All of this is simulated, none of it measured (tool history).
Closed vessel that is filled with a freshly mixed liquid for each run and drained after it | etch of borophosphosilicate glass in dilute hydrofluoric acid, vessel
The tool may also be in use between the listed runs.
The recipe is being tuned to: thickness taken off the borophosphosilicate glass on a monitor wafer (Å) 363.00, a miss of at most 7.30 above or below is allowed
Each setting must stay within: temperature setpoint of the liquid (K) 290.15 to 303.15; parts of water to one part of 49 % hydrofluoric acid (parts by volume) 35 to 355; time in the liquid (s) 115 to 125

run	hour	temperature setpoint of the liquid (K)	parts of water to one part of 49 % hydrofluoric acid (parts by volume)	time in the liquid (s)	thickness taken off the borophosphosilicate glass on a monitor wafer (Å)
1	0.0	295.15	195	115	289.69
2	4.7	292.15	195	115	257.68
3	13.4	290.65	195	115	242.23
4	14.4	290.65	195	115	242.44
5	22.1	292.65	195	115	261.88
6	27.3	294.65	195	115	283.29
7	30.2	296.15	195	115	299.09
8	32.5	297.15	195	115	311.21
9	37.9	298.15	195	115	323.43
10	40.9	298.65	195	115	328.39
11	49.3	299.15	195	115	337.48
12	54.9	299.65	195	115	342.66
13	59.3	300.15	195	115	348.21
14	67.0	300.65	195	115	355.68

Exactly one of the 5 candidate moves below puts every result within its allowed miss. Which one?
A	74.7	300.65	190	115	?
B	74.7	298.15	190	120	?
C	74.7	297.15	180	115	?
D	74.7	301.65	205	115	?
E	74.7	296.65	175	115	?

move	thickness taken off the borophosphosilicate glass on a monitor wafer (Å)
A	365.29
B	348.10
C	343.07
D	344.61
E	348.20
A: hits every target within its allowed miss
B: misses by more than the last run did
C: misses by more than the last run did
D: misses by more than the last run did
E: misses by more than the last run did
Answer: A
